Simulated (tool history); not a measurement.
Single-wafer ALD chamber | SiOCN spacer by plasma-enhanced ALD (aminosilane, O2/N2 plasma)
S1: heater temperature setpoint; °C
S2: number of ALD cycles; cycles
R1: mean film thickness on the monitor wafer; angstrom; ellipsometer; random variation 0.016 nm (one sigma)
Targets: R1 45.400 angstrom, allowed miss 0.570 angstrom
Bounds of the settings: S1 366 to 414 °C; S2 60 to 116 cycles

run,hour,S1,S2,R1
1,0.0,390,88,56.078
2,6.9,390,92,59.052
3,8.6,390,89,56.741
4,13.4,382,89,56.838
5,16.2,372,89,56.960
6,18.8,372,100,64.095
7,24.7,372,96,61.706
8,30.9,372,92,58.895
9,33.7,372,89,56.984
10,35.5,372,86,55.045
11,40.6,372,84,53.804
12,47.0,372,82,52.545
13,50.9,372,80,50.941
14,53.1,372,79,50.325
15,57.6,372,78,49.730
16,58.6,372,77,49.323
17,63.6,372,76,48.655
18,71.5,372,75,48.014
19,73.7,372,74,47.226
20,75.4,372,72,46.201

4 next moves are on the table. One of them brings every result within its allowed miss. Which?
A,77.1,375,69,?
B,77.1,375,71,?
C,77.1,371,69,?
D,77.1,374,68,?

move,R1
A,44.245
B,45.527
C,44.245
D,43.604
A: takes the result that was furthest off past its target
B: meets every target
C: takes the result that was furthest off past its target
D: takes the result that was furthest off past its target
Answer: B

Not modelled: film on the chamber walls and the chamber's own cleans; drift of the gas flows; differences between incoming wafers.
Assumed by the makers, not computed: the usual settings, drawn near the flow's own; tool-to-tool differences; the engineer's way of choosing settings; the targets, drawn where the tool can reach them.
